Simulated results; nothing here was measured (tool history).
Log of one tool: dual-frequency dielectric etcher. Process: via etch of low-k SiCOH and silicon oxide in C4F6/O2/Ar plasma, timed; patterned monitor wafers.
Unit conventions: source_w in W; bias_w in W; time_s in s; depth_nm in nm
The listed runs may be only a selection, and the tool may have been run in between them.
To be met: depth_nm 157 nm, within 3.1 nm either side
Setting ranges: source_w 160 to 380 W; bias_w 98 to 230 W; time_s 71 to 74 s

run,hour,source_w,bias_w,time_s,depth_nm
1,0,270,164,71,172.84
2,5,250,162,71,166.75
3,12.1,250,162,71,165.93
4,13.5,250,162,74,173.41
5,18.7,270,162,74,179.52
6,25.6,250,160,74,172.64
# hour 26.6: bias power generator calibrated
7,26.6,240,159,74,167.79
8,31.1,230,158,74,164.11
9,38.1,220,158,74,160.19

Which of these 4 next moves meets every target?
A,45.1,180,189,72.5,?
B,45.1,220,158,72,?
C,45.1,190,187,71.5,?
D,45.1,210,152,72.5,?

move,depth_nm
A,148.21
B,155.68
C,150
D,151.53
A: pushes the last run's worst result past its target
B: all results in spec
C: pushes the last run's worst result past its target
D: pushes the last run's worst result past its target
So the answer is move B, the one that meets all the targets.
